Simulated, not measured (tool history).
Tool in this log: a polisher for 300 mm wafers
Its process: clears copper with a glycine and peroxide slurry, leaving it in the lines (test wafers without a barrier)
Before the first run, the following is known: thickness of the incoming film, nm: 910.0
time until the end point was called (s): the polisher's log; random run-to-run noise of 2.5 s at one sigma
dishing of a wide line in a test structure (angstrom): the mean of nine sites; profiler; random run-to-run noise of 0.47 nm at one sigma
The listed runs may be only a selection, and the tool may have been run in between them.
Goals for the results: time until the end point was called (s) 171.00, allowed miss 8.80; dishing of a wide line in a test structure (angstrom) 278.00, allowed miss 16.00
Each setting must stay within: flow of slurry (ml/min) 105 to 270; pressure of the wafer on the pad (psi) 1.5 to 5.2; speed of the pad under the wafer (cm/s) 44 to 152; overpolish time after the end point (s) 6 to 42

run	day	flow of slurry (ml/min)	pressure of the wafer on the pad (psi)	speed of the pad under the wafer (cm/s)	overpolish time after the end point (s)	time until the end point was called (s)	dishing of a wide line in a test structure (angstrom)
1	0.000	175	3.3	98	21	148.46	717.97
2	0.204	175	2.8	98	21	172.23	634.78
3	0.496	165	2.5	108	17	172.29	521.54
4	0.654	165	3.2	108	17	142.68	627.76
5	0.833	165	2.4	108	17	178.30	514.80
6	1.012	165	2.4	132	17	158.71	573.95
7	1.112	215	2.1	104	7	201.84	214.77
8	1.304	210	2.2	104	7	194.37	218.90
9	1.362	200	2.3	104	7	190.83	226.15
10	1.596	190	2.4	104	7	184.59	226.87

4 candidate next runs follow, results not yet known. Just one meets every target within its allowed miss. Identify it.
A	1.829	185	2.6	98	6	?	?
B	1.829	155	2.2	104	6	?	?
C	1.829	210	1.9	142	8	?	?
D	1.829	175	2.2	100	10	?	?

move	time until the end point was called (s)	dishing of a wide line in a test structure (angstrom)
A	179.13	196.95
B	200.07	176.89
C	168.33	267.67
D	202.92	279.52
A: misses by more than the last run did
B: misses by more than the last run did
C: every result within its allowed miss
D: corrects the largest miss of the last run, while another result sits out of spec
The right move is C.
